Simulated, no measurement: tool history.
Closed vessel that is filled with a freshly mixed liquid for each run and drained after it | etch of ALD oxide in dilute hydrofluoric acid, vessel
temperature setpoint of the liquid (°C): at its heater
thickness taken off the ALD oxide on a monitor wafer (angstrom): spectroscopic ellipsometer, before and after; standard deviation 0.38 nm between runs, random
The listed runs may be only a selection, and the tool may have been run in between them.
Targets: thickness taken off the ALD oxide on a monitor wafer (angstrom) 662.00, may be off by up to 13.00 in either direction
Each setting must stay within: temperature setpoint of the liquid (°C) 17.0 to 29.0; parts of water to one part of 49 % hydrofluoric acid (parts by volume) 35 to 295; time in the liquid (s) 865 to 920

| run | hour | temperature setpoint of the liquid (°C) | parts of water to one part of 49 % hydrofluoric acid (parts by volume) | time in the liquid (s) | thickness taken off the ALD oxide on a monitor wafer (angstrom) |
|---|---|---|---|---|---|
| 1 | 0.0 | 21.0 | 165 | 865 | 837.95 |
| 2 | 3.9 | 20.0 | 170 | 865 | 775.92 |
| 3 | 6.5 | 20.0 | 170 | 865 | 778.59 |
| 4 | 13.5 | 19.0 | 170 | 865 | 735.01 |
| 5 | 18.0 | 19.0 | 170 | 865 | 748.37 |
| 6 | 26.1 | 18.5 | 170 | 865 | 730.06 |
| 7 | 31.4 | 18.0 | 170 | 865 | 710.95 |
| 8 | 40.3 | 18.0 | 170 | 865 | 713.39 |
| 9 | 42.6 | 17.5 | 170 | 865 | 700.19 |

Which single option among these 4 for the next run brings every result within its allowed miss of target? Just one does.
| A | 44.9 | 17.0 | 185 | 920 | ? |
| B | 44.9 | 17.0 | 165 | 915 | ? |
| C | 44.9 | 17.0 | 165 | 900 | ? |
| D | 44.9 | 19.0 | 175 | 920 | ? |

| move | thickness taken off the ALD oxide on a monitor wafer (angstrom) |
|---|---|
| A | 665.63 |
| B | 756.97 |
| C | 744.56 |
| D | 768.64 |
A: meets every target
B: its largest miss is bigger than the last run's
C: its largest miss is bigger than the last run's
D: its largest miss is bigger than the last run's
Answer: A

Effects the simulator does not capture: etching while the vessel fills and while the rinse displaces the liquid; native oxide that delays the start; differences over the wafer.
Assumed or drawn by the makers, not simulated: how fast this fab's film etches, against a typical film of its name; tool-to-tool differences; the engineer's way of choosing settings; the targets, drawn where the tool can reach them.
